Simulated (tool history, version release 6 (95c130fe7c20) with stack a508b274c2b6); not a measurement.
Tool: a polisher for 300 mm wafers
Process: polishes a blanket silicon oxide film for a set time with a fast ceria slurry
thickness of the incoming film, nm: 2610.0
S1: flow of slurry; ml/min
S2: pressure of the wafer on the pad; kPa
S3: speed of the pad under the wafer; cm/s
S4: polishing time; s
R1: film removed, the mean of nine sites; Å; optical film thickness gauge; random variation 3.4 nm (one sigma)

run	hour	S1	S2	S3	S4	R1
1	0.0	250	15.2	94	24	2922.4
2	7.8	250	15.2	78	24	2420.5
3	12.4	250	16.5	78	24	2644.5
4	17.0	300	16.5	78	24	2661.7
5	17.5	300	12.4	78	24	2046.0
6	26.4	340	12.4	78	24	2053.6

Forecast run 7:
7	30.0	340	14.5	78	24	?

Run 7 gave R1 2379.8 Å.
